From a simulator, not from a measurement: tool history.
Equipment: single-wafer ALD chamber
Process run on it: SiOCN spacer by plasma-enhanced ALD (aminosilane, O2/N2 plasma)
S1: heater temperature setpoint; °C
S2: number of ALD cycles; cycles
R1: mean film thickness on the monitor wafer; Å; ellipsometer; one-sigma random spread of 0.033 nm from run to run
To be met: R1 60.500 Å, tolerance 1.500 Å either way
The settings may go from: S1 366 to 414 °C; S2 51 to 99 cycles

Run 1, hour 0.0: S1 390 °C, S2 75 cycles. Result: R1 49.214 Å.
Run 2, hour 1.3: S1 390 °C, S2 69 cycles. Result: R1 45.566 Å.
Run 3, hour 3.3: S1 390 °C, S2 79 cycles. Result: R1 51.288 Å.
Run 4, hour 8.8: S1 390 °C, S2 82 cycles. Result: R1 53.739 Å.
Run 5, hour 15.7: S1 390 °C, S2 84 cycles. Result: R1 55.127 Å.
Run 6, hour 22.3: S1 390 °C, S2 86 cycles. Result: R1 56.469 Å.
Run 7, hour 26.4: S1 390 °C, S2 87 cycles. Result: R1 56.494 Å.
Run 8, hour 30.1: S1 390 °C, S2 87 cycles. Result: R1 56.962 Å.
Run 9, hour 32.7: S1 390 °C, S2 88 cycles. Result: R1 57.548 Å.
Run 10, hour 37.1: S1 390 °C, S2 89 cycles. Result: R1 58.309 Å.
Run 11, hour 46.1: S1 390 °C, S2 90 cycles. Result: R1 58.423 Å.

Next run, 5 choices. One meets every target within its allowed miss, the rest don't. Which?
Run A, hour 55.1: S1 388 °C, S2 93 cycles. Result: R1 ?.
Run B, hour 55.1: S1 391 °C, S2 84 cycles. Result: R1 ?.
Run C, hour 55.1: S1 384 °C, S2 85 cycles. Result: R1 ?.
Run D, hour 55.1: S1 382 °C, S2 88 cycles. Result: R1 ?.
Run E, hour 55.1: S1 397 °C, S2 87 cycles. Result: R1 ?.

move      R1
   A  60.688
   B  54.815
   C  55.467
   D  57.425
   E  56.772
A: all results in spec
B: its largest miss is bigger than the last run's
C: its largest miss is bigger than the last run's
D: its largest miss is bigger than the last run's
E: its largest miss is bigger than the last run's
Move A is the one to make.
